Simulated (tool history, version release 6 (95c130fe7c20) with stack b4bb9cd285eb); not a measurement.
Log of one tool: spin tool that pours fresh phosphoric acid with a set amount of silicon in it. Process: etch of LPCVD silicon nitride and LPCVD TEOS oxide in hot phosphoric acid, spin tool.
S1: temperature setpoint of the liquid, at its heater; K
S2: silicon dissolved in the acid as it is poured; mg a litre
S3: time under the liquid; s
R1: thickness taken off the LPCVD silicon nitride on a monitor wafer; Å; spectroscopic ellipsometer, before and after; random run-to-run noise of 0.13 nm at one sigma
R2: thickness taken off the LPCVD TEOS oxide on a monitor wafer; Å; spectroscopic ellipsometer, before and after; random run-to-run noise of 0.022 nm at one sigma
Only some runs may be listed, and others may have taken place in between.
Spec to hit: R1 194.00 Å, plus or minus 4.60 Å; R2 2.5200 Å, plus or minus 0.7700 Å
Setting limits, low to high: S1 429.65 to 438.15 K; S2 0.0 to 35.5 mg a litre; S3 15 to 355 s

| run | hour | S1 | S2 | S3 | R1 | R2 |
|---|---|---|---|---|---|---|
| 1 | 0.0 | 433.15 | 15.5 | 180 | 159.58 | 3.9187 |
| 2 | 5.0 | 433.15 | 15.5 | 255 | 225.98 | 6.1106 |
| 3 | 10.6 | 433.15 | 15.5 | 180 | 159.34 | 3.8387 |
| 4 | 12.7 | 433.65 | 20.0 | 185 | 168.79 | 3.2614 |
| 5 | 14.3 | 434.15 | 21.5 | 185 | 170.66 | 3.6676 |
| 6 | 15.3 | 434.15 | 24.5 | 190 | 173.60 | 3.1303 |
| 7 | 22.0 | 434.65 | 27.0 | 190 | 174.64 | 3.3403 |
| 8 | 26.2 | 434.65 | 29.0 | 195 | 182.22 | 3.0320 |
| 9 | 31.1 | 434.65 | 30.5 | 195 | 181.71 | 2.8454 |
| 10 | 38.8 | 434.65 | 30.5 | 195 | 182.44 | 2.9481 |
| 11 | 44.4 | 434.65 | 31.5 | 195 | 181.80 | 2.8887 |
| 12 | 53.1 | 434.65 | 32.5 | 195 | 182.42 | 2.6025 |
| 13 | 57.4 | 434.65 | 33.0 | 195 | 181.90 | 2.2763 |
| 14 | 60.6 | 434.65 | 33.0 | 195 | 181.37 | 2.6154 |
| 15 | 65.2 | 434.65 | 33.5 | 195 | 181.46 | 2.3456 |
| 16 | 67.7 | 434.65 | 34.0 | 195 | 180.43 | 2.4544 |
| 17 | 69.8 | 434.65 | 34.5 | 195 | 182.44 | 2.1083 |

Which one of the following 5 next-run settings gets every result inside its allowed miss? There is exactly one.
| A | 71.9 | 433.65 | 35.5 | 195 | ? | ? |
| B | 71.9 | 434.15 | 34.5 | 210 | ? | ? |
| C | 71.9 | 431.15 | 29.5 | 210 | ? | ? |
| D | 71.9 | 436.15 | 34.5 | 210 | ? | ? |
| E | 71.9 | 432.15 | 27.0 | 215 | ? | ? |

| move | R1 | R2 |
|---|---|---|
| A | 176.33 | 1.8731 |
| B | 193.10 | 2.2003 |
| C | 174.55 | 2.1903 |
| D | 206.39 | 2.5484 |
| E | 184.86 | 2.6531 |
A: lands further from the targets than the last run did
B: hits every target within its allowed miss
C: lands further from the targets than the last run did
D: the result that was furthest off in the last run now lies on the other side of its target
E: moves toward the targets from the last run without getting all of them in spec
The move that meets every target is B.
